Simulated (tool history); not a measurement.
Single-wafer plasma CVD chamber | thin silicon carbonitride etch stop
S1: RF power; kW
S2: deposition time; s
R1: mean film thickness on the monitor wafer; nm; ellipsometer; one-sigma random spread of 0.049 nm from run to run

run 1 hour=0 | S1=0.18 S2=17.8 | R1=10.41
run 2 hour=9 | S1=0.19 S2=18.3 | R1=10.774
run 3 hour=13.8 | S1=0.195 S2=18.9 | R1=11.34
run 4 hour=19.7 | S1=0.195 S2=20.3 | R1=12.054
run 5 hour=26.8 | S1=0.195 S2=21.8 | R1=13.02
run 6 hour=30.9 | S1=0.195 S2=20.4 | R1=12.281

Predict the results of run 7:
run 7 hour=33.9 | S1=0.2 S2=20.4 | R1=?

R1: 12.304 nm

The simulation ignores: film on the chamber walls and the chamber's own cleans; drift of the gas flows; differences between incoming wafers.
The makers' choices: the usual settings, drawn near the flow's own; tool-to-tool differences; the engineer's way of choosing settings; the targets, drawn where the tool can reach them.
